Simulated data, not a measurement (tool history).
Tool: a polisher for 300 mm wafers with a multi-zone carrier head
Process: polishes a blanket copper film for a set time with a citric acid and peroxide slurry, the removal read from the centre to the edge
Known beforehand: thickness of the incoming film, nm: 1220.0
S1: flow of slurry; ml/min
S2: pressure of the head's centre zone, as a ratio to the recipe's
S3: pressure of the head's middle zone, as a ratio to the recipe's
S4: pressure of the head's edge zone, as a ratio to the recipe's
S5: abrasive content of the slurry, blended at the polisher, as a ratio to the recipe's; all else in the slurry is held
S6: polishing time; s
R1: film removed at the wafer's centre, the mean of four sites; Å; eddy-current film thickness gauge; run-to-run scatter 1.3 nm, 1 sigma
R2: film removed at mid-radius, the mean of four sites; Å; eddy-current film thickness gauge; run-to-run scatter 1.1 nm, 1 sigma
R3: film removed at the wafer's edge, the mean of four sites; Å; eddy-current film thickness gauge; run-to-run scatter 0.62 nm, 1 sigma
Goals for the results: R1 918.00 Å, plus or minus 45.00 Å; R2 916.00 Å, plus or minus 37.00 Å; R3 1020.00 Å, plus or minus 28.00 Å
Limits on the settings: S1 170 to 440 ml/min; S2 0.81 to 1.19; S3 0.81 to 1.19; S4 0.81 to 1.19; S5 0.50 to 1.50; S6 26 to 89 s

| run | day | S1 | S2 | S3 | S4 | S5 | S6 | R1 | R2 | R3 |
|---|---|---|---|---|---|---|---|---|---|---|
| 1 | 0.000 | 280 | 1.00 | 1.00 | 1.00 | 1.00 | 57 | 667.64 | 695.16 | 657.41 |
| 2 | 0.154 | 280 | 1.00 | 1.08 | 1.00 | 1.00 | 57 | 671.86 | 727.34 | 661.59 |
| 3 | 0.338 | 280 | 1.00 | 1.08 | 1.00 | 0.95 | 57 | 654.23 | 714.59 | 660.96 |
| 4 | 0.633 | 280 | 1.00 | 1.08 | 1.00 | 0.80 | 57 | 622.73 | 690.45 | 628.24 |
| 5 | 0.725 | 275 | 0.99 | 1.04 | 1.05 | 0.95 | 60 | 699.35 | 743.90 | 709.63 |
| 6 | 1.050 | 215 | 0.99 | 1.04 | 1.05 | 0.95 | 60 | 660.47 | 708.40 | 685.37 |
| 7 | 1.179 | 215 | 0.99 | 1.04 | 1.05 | 0.95 | 60 | 668.01 | 699.29 | 692.61 |
| 8 | 1.533 | 205 | 0.98 | 1.03 | 1.08 | 1.05 | 63 | 707.91 | 775.45 | 744.55 |
| 9 | 1.883 | 195 | 0.97 | 0.98 | 1.11 | 1.05 | 67 | 718.49 | 763.94 | 804.50 |
| 10 | 2.142 | 210 | 0.98 | 0.96 | 1.13 | 1.15 | 68 | 782.27 | 772.72 | 840.66 |
| 11 | 2.467 | 225 | 0.97 | 0.96 | 1.14 | 1.25 | 69 | 821.58 | 817.33 | 888.05 |
| 12 | 2.529 | 245 | 0.96 | 0.96 | 1.15 | 1.30 | 69 | 798.55 | 837.30 | 901.84 |
| 13 | 2.762 | 255 | 0.97 | 0.95 | 1.16 | 1.35 | 70 | 846.06 | 849.68 | 930.02 |
| 14 | 3.017 | 260 | 0.97 | 0.95 | 1.17 | 1.40 | 71 | 858.39 | 886.95 | 971.44 |
| 15 | 3.179 | 265 | 0.98 | 0.95 | 1.17 | 1.40 | 71 | 842.40 | 894.16 | 975.28 |
| 16 | 3.400 | 275 | 1.07 | 0.93 | 1.19 | 1.50 | 72 | 985.96 | 904.26 | 1012.60 |

Pick the move, out of 4, that brings all results within their allowed miss; only one does.
| A | 3.621 | 280 | 1.18 | 0.90 | 1.18 | 1.30 | 74 | ? | ? | ? |
| B | 3.621 | 255 | 0.95 | 0.89 | 1.19 | 1.50 | 77 | ? | ? | ? |
| C | 3.621 | 270 | 0.98 | 0.93 | 1.17 | 1.35 | 75 | ? | ? | ? |
| D | 3.621 | 285 | 1.14 | 0.93 | 1.18 | 1.50 | 73 | ? | ? | ? |

| move | R1 | R2 | R3 |
|---|---|---|---|
| A | 1074.70 | 858.68 | 998.92 |
| B | 943.51 | 908.37 | 1073.00 |
| C | 927.34 | 899.98 | 1013.90 |
| D | 1067.00 | 903.60 | 1021.80 |
A: moves away from the targets compared with the last run
B: puts the biggest miss on target and leaves a different result outside tolerance
C: every result within its allowed miss
D: moves away from the targets compared with the last run
Go with C: it meets all targets.
